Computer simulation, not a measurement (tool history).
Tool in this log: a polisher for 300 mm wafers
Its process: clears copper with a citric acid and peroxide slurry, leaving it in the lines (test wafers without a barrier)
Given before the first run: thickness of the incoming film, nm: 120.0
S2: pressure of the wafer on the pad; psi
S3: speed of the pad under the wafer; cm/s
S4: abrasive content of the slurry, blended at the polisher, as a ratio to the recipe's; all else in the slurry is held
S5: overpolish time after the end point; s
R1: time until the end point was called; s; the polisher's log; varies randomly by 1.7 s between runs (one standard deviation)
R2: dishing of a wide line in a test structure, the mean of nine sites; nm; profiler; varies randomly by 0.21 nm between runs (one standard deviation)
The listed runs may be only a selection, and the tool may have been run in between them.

Run 1, hour 0: flow of slurry (ml/min) 275, S2 2 psi, S3 90 cm/s, S4 1, S5 14 s. Result: R1 108.29 s, R2 12.899 nm.
Run 2, hour 3.1: flow of slurry (ml/min) 275, S2 2 psi, S3 112 cm/s, S4 1, S5 14 s. Result: R1 87.189 s, R2 16.117 nm.
Run 3, hour 5.8: flow of slurry (ml/min) 275, S2 1.9 psi, S3 112 cm/s, S4 1, S5 13 s. Result: R1 88.219 s, R2 13.911 nm.
Run 4, hour 12.7: flow of slurry (ml/min) 275, S2 1.8 psi, S3 112 cm/s, S4 1, S5 13 s. Result: R1 91.579 s, R2 13.75 nm.
Run 5, hour 15: flow of slurry (ml/min) 275, S2 1.7 psi, S3 112 cm/s, S4 1, S5 12 s. Result: R1 98.196 s, R2 12.309 nm.
Run 6, hour 22.4: flow of slurry (ml/min) 275, S2 1.7 psi, S3 112 cm/s, S4 1, S5 11 s. Result: R1 95.944 s, R2 10.946 nm.
Run 7, hour 28.3: flow of slurry (ml/min) 275, S2 1.6 psi, S3 112 cm/s, S4 1, S5 11 s. Result: R1 101.75 s, R2 10.91 nm.

What does the tool deliver on the next run?
Run 8, hour 35.2: flow of slurry (ml/min) 275, S2 1.6 psi, S3 112 cm/s, S4 1, S5 11 s. Result: R1 ?, R2 ?.

Run 8 produced R1 101.49 s, R2 10.506 nm.

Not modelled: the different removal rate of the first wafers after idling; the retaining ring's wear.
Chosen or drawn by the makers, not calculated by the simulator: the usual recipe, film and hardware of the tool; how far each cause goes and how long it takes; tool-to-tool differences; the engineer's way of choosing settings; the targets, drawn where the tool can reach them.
